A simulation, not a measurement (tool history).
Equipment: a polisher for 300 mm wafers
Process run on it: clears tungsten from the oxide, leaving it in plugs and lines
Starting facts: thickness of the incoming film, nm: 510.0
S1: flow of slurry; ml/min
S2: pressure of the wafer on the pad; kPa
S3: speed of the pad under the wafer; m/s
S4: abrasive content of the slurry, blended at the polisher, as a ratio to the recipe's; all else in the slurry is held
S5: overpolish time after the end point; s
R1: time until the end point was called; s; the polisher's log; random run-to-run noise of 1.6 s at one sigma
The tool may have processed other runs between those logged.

| run | day | S1 | S2 | S3 | S4 | S5 | R1 |
|---|---|---|---|---|---|---|---|
| 1 | 0 | 155 | 24.8 | 1.16 | 1 | 30 | 105.07 |
| 2 | 0.346 | 155 | 24.8 | 1.16 | 1.2 | 30 | 101.05 |
| 3 | 0.471 | 155 | 24.8 | 1.42 | 1.2 | 30 | 82.768 |
| 4 | 0.729 | 150 | 22.8 | 1.38 | 1.2 | 30 | 92.56 |
| 5 | 0.912 | 150 | 20 | 1.38 | 1.2 | 30 | 105.13 |
| 6 | 1.133 | 145 | 18.6 | 1.34 | 1.2 | 30 | 116.32 |
| 7 | 1.221 | 140 | 17.2 | 1.32 | 1.2 | 30 | 127.54 |
| 8 | 1.262 | 115 | 11 | 1.18 | 1.2 | 30 | 221.69 |
| 9 | 1.538 | 120 | 11 | 1.18 | 1.2 | 30 | 221.06 |
|  | 1.629 | slurry blender recalibrated |
| 10 | 1.629 | 120 | 11 | 1.18 | 1.2 | 30 | 204.7 |

For run 11, what comes out?
| 11 | 1.808 | 125 | 11 | 1.18 | 1.2 | 30 | ? |

R1: 204.95 s
